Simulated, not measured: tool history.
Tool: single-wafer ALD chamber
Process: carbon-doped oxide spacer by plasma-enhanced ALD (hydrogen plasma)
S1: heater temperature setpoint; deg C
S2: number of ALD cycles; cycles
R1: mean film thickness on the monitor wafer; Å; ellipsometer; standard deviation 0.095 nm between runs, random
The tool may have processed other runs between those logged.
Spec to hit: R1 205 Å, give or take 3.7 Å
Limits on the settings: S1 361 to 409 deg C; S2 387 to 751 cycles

Run 1, hour 0: S1 385 deg C, S2 569 cycles. Result: R1 278.18 Å.
Run 2, hour 2: S1 385 deg C, S2 541 cycles. Result: R1 262.04 Å.
Run 3, hour 8.7: S1 385 deg C, S2 575 cycles. Result: R1 277.84 Å.
Run 4, hour 17.3: S1 385 deg C, S2 614 cycles. Result: R1 298.98 Å.
Run 5, hour 25.3: S1 385 deg C, S2 561 cycles. Result: R1 272.2 Å.
Run 6, hour 28.2: S1 393 deg C, S2 561 cycles. Result: R1 273.61 Å.
Run 7, hour 31.9: S1 393 deg C, S2 535 cycles. Result: R1 259.94 Å.
Run 8, hour 34.6: S1 393 deg C, S2 514 cycles. Result: R1 248.47 Å.
Run 9, hour 37.3: S1 393 deg C, S2 498 cycles. Result: R1 243.89 Å.
Run 10, hour 39.8: S1 393 deg C, S2 482 cycles. Result: R1 235.47 Å.
Run 11, hour 48.9: S1 393 deg C, S2 470 cycles. Result: R1 228.39 Å.
Run 12, hour 55: S1 393 deg C, S2 461 cycles. Result: R1 221.8 Å.
Run 13, hour 59.8: S1 393 deg C, S2 455 cycles. Result: R1 219.98 Å.

Pick the move, out of 4, that brings all results within their allowed miss; only one does.
Run A, hour 64.6: S1 396 deg C, S2 436 cycles. Result: R1 ?.
Run B, hour 64.6: S1 390 deg C, S2 405 cycles. Result: R1 ?.
Run C, hour 64.6: S1 391 deg C, S2 419 cycles. Result: R1 ?.
Run D, hour 64.6: S1 396 deg C, S2 435 cycles. Result: R1 ?.

move      R1
   A  211.79
   B  196.73
   C  203.53
   D   211.3
A: nearer than the last run, and not there yet
B: takes the result that was furthest off past its target
C: in spec on every target
D: nearer than the last run, and not there yet
C meets every target.
